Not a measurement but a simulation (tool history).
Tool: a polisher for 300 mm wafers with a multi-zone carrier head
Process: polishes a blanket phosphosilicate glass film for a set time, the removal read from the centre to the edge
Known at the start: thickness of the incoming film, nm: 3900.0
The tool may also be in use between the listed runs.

run,hour,flow of slurry (ml/min),pressure of the head's centre zone,pressure of the head's middle zone,pressure of the head's edge zone,abrasive content of the slurry,polishing time (s),film removed at the wafer's centre (Å),film removed at mid-radius (Å),film removed at the wafer's edge (Å)
1,0,220,1,1,1,1,68,5219.1,5188.9,4988.8
2,5.2,245,1,1,1,1,68,5309.9,5248.5,5047
3,13.4,245,1.08,1,1,1,68,5672.8,5177.3,4990.9
4,16.8,240,1.08,0.99,0.96,0.85,64,4908.4,4395.7,4264.8
5,25.3,205,1.08,0.99,0.96,0.85,64,4699.9,4388.6,4204.4
6,27.1,205,1.09,0.99,0.93,0.75,62,4304.4,3833.6,3661.4
7,30.5,180,1.02,0.99,0.83,0.55,62,3213.9,3116,2885.4
8,34.3,190,1.04,0.99,0.83,0.55,62,3290.3,3131.8,2815.2
9,43.2,195,1.09,0.97,0.89,0.6,62,3712,3206.3,3157.7
10,48,190,1.09,0.97,0.87,0.6,62,3719.7,3340.1,3153.6
11,55.6,195,1.09,0.97,0.86,0.6,62,3711,3236.1,3086.9

Forecast run 12:
12,59.8,190,1.09,0.97,0.85,0.6,62,?,?,?

{"run 12": {"film removed at the wafer's centre (Å)": 3772.7, "film removed at mid-radius (Å)": 3193.7, "film removed at the wafer's edge (Å)": 3094}}
